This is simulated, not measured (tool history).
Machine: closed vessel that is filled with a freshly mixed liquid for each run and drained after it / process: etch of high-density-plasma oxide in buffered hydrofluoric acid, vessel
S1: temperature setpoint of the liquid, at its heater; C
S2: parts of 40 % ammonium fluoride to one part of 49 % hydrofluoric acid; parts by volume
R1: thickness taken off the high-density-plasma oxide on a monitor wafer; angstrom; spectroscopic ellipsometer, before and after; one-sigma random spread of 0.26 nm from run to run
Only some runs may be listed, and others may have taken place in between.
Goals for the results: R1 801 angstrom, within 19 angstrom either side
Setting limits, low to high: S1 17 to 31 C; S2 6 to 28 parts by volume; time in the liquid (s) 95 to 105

Run 1, day 0: S1 23 C, S2 17 parts by volume, time in the liquid (s) 95. Result: R1 950.35 angstrom.
Run 2, day 0.312: S1 24.5 C, S2 17 parts by volume, time in the liquid (s) 95. Result: R1 1032.3 angstrom.
Run 3, day 0.596: S1 24.5 C, S2 17 parts by volume, time in the liquid (s) 105. Result: R1 1138.7 angstrom.
Run 4, day 0.888: S1 23 C, S2 17 parts by volume, time in the liquid (s) 105. Result: R1 1045.4 angstrom.
Run 5, day 1.2: S1 22 C, S2 17 parts by volume, time in the liquid (s) 105. Result: R1 994.43 angstrom.
At day 1.571: hydrofluoric acid flow meter replaced.
Run 6, day 1.571: S1 21.5 C, S2 17 parts by volume, time in the liquid (s) 105. Result: R1 1075.8 angstrom.
Run 7, day 1.779: S1 21 C, S2 17.5 parts by volume, time in the liquid (s) 105. Result: R1 1011.7 angstrom.
Run 8, day 1.933: S1 20.5 C, S2 18 parts by volume, time in the liquid (s) 105. Result: R1 960.19 angstrom.

Of the 5 settings listed for the next run, only one would bring every result within its allowed miss of target. Which one?
Run A, day 2.088: S1 19.5 C, S2 18.5 parts by volume, time in the liquid (s) 100. Result: R1 ?.
Run B, day 2.088: S1 18 C, S2 17.5 parts by volume, time in the liquid (s) 105. Result: R1 ?.
Run C, day 2.088: S1 21 C, S2 22 parts by volume, time in the liquid (s) 100. Result: R1 ?.
Run D, day 2.088: S1 20.5 C, S2 17.5 parts by volume, time in the liquid (s) 95. Result: R1 ?.
Run E, day 2.088: S1 22.5 C, S2 20 parts by volume, time in the liquid (s) 95. Result: R1 ?.

move      R1
   A   841.8
   B  857.77
   C  793.86
   D  893.57
   E  875.33
A: better than the last run, though not everything is in spec
B: better than the last run, though not everything is in spec
C: every result within its allowed miss
D: better than the last run, though not everything is in spec
E: better than the last run, though not everything is in spec
C meets every target.
